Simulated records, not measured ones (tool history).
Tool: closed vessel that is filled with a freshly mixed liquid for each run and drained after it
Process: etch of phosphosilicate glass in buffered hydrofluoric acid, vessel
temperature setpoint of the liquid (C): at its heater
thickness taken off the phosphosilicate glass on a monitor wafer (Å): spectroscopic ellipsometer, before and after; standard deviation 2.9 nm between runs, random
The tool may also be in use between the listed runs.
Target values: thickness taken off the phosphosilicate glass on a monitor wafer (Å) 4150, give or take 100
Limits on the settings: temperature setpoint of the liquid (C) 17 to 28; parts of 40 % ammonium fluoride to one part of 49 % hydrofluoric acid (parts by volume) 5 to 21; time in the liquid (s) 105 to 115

| run | hour | temperature setpoint of the liquid (C) | parts of 40 % ammonium fluoride to one part of 49 % hydrofluoric acid (parts by volume) | time in the liquid (s) | thickness taken off the phosphosilicate glass on a monitor wafer (Å) |
|---|---|---|---|---|---|
| 1 | 0 | 20 | 13 | 105 | 5499.1 |
| 2 | 1.6 | 21.5 | 13 | 105 | 5899.4 |
| 3 | 3.3 | 21.5 | 13 | 115 | 6552.2 |
| 4 | 10.4 | 21.5 | 13 | 105 | 5882.6 |
| 5 | 12.6 | 19.5 | 13 | 105 | 5314.7 |
| 6 | 17.2 | 19 | 13 | 105 | 5162.2 |
| 7 | 25.1 | 18 | 14 | 105 | 4532.7 |
| 8 | 29 | 17.5 | 14.5 | 105 | 4344.1 |

4 next moves are on the table. One of them brings every result within its allowed miss. Which?
| A | 32.9 | 17 | 13.5 | 110 | ? |
| B | 32.9 | 17 | 15 | 115 | ? |
| C | 32.9 | 18 | 15.5 | 105 | ? |
| D | 32.9 | 17.5 | 15.5 | 115 | ? |

| move | thickness taken off the phosphosilicate glass on a monitor wafer (Å) |
|---|---|
| A | 4712.9 |
| B | 4442.2 |
| C | 4157.5 |
| D | 4425.7 |
A: lands further from the targets than the last run did
B: lands further from the targets than the last run did
C: hits every target within its allowed miss
D: lands further from the targets than the last run did
C is the move that brings every result within its allowed miss.
